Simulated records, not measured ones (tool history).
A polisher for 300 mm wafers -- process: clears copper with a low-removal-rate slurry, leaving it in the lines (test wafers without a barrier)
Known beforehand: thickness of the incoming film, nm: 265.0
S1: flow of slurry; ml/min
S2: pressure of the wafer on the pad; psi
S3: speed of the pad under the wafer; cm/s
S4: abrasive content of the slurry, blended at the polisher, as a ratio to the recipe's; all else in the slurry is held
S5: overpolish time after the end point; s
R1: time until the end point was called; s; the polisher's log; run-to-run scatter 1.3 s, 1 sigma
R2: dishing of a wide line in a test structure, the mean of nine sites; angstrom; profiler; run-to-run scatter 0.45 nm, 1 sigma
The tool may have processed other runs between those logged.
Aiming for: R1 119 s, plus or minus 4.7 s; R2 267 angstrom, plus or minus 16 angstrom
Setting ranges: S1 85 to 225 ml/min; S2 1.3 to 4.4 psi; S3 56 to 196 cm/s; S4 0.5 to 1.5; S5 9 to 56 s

run,day,S1,S2,S3,S4,S5,R1,R2
1,0,145,2.8,126,1,29,77.33,557.18
2,0.154,145,2.8,126,0.9,29,76.587,538.82
3,0.438,145,2.6,126,0.9,26,83.625,475.31
4,0.721,175,2.6,126,0.9,26,81.976,491.17
5,0.875,175,2.6,126,0.9,15,81.632,323.57
6,1.162,175,2.5,126,0.9,15,85.583,313.69
7,1.483,175,2.4,126,0.9,15,87.348,306.12
8,1.642,175,2.3,126,0.9,16,90.777,311.61
9,1.971,175,2.2,126,0.9,16,94.302,299.89
10,2.079,175,2.1,126,0.9,16,98.353,290.22
11,2.15,175,2,126,0.9,16,105.1,274.77
12,2.325,170,1.9,126,0.9,17,110.06,275.26

Exactly one of the 4 candidate moves below puts every result within its allowed miss. Which one?
A,2.5,180,1.5,142,1,18,?,?
B,2.5,175,2.5,100,1,16,?,?
C,2.5,160,1.9,142,0.8,15,?,?
D,2.5,170,2,122,0.95,18,?,?

move,R1,R2
A,118.5,277.78
B,100.34,297.91
C,102.25,274.24
D,105.87,309.59
A: every result lands within tolerance
B: further off than the last run
C: further off than the last run
D: further off than the last run
Correct choice: A, which meets every target

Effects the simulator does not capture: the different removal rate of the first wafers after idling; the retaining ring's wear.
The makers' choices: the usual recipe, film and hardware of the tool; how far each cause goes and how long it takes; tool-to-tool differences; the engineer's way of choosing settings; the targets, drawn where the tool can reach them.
